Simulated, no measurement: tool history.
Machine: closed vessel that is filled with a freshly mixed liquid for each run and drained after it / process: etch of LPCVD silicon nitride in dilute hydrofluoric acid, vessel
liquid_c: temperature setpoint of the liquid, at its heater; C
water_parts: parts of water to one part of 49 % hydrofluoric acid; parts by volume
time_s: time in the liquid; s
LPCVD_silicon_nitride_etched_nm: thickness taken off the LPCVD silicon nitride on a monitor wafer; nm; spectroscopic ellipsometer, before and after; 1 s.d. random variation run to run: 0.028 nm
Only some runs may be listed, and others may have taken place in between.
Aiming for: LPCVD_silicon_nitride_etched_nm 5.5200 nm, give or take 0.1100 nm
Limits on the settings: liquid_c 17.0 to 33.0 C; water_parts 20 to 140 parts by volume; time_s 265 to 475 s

run    day  liquid_c  water_parts  time_s  LPCVD_silicon_nitride_etched_nm
  1  0.000      25.0           75     475                           3.1557
  2  0.092      25.0           90     475                           2.6674
  3  0.162      27.5           85     475                           3.2822
  4  0.304      29.0           80     475                           3.8693
  5  0.462      29.0           80     475                           3.8596
  6  0.621      29.0           80     475                           3.8591
  7  0.825      30.0           80     475                           4.1526
     1.188  -- thermometer replaced
  8  1.188      33.0           75     475                           6.1656

4 next moves are on the table. One of them brings every result within its allowed miss. Which?
  A  1.550      33.0           50     265                                ?
  B  1.550      33.0           80     450                                ?
  C  1.550      31.5           80     465                                ?
  D  1.550      33.0           85     460                                ?

move  LPCVD_silicon_nitride_etched_nm
   A                           5.1573
   B                           5.4678
   C                           5.1460
   D                           5.2573
A: pushes the last run's worst result past its target
B: every result within its allowed miss
C: pushes the last run's worst result past its target
D: pushes the last run's worst result past its target
The right move is B.

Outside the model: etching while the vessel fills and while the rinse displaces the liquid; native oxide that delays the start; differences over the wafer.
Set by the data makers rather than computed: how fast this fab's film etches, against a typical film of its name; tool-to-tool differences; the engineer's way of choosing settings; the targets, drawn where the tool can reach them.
